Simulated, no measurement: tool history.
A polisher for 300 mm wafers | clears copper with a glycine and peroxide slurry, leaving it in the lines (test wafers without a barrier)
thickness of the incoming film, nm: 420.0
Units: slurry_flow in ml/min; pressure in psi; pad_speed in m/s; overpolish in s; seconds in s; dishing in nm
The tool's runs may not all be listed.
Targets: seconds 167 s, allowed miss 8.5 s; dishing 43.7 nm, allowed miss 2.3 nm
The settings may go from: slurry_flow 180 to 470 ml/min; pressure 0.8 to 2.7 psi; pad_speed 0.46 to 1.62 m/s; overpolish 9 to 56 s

Run 1, hour 0: slurry_flow 300 ml/min, pressure 1.7 psi, pad_speed 1.04 m/s, overpolish 29 s. Result: seconds 110.75 s, dishing 42.614 nm.
Run 2, hour 7.7: slurry_flow 300 ml/min, pressure 1.7 psi, pad_speed 1.04 m/s, overpolish 18 s. Result: seconds 110.87 s, dishing 33.276 nm.
Run 3, hour 11.8: slurry_flow 250 ml/min, pressure 1.7 psi, pad_speed 1.04 m/s, overpolish 18 s. Result: seconds 112.37 s, dishing 31.951 nm.
Run 4, hour 12.5: slurry_flow 265 ml/min, pressure 1.5 psi, pad_speed 1 m/s, overpolish 25 s. Result: seconds 123.92 s, dishing 37.631 nm.
Run 5, hour 21: slurry_flow 265 ml/min, pressure 1.3 psi, pad_speed 0.96 m/s, overpolish 28 s. Result: seconds 140.7 s, dishing 37.661 nm.
Run 6, hour 28.2: slurry_flow 270 ml/min, pressure 1.2 psi, pad_speed 0.94 m/s, overpolish 31 s. Result: seconds 150.4 s, dishing 37.323 nm.
Run 7, hour 32.9: slurry_flow 270 ml/min, pressure 1.2 psi, pad_speed 0.92 m/s, overpolish 35 s. Result: seconds 152.12 s, dishing 40.23 nm.
Run 8, hour 36.2: slurry_flow 270 ml/min, pressure 1.1 psi, pad_speed 0.92 m/s, overpolish 37 s. Result: seconds 160.91 s, dishing 40.333 nm.

Which of these 5 next moves meets every target?
Run A, hour 39.5: slurry_flow 290 ml/min, pressure 1.3 psi, pad_speed 0.92 m/s, overpolish 32 s. Result: seconds ?, dishing ?.
Run B, hour 39.5: slurry_flow 255 ml/min, pressure 1 psi, pad_speed 1.02 m/s, overpolish 28 s. Result: seconds ?, dishing ?.
Run C, hour 39.5: slurry_flow 245 ml/min, pressure 1 psi, pad_speed 0.98 m/s, overpolish 43 s. Result: seconds ?, dishing ?.
Run D, hour 39.5: slurry_flow 370 ml/min, pressure 1.2 psi, pad_speed 0.92 m/s, overpolish 35 s. Result: seconds ?, dishing ?.
Run E, hour 39.5: slurry_flow 265 ml/min, pressure 1.3 psi, pad_speed 0.88 m/s, overpolish 38 s. Result: seconds ?, dishing ?.

move  seconds  dishing
   A   145.08   40.202
   B   163.22   34.871
   C   168.19   43.177
   D   149.66   41.511
   E   150.89   43.121
A: further off than the last run
B: further off than the last run
C: meets every target
D: brings the result that was furthest off to its target, and leaves another outside
E: brings the result that was furthest off to its target, and leaves another outside
Answer: C
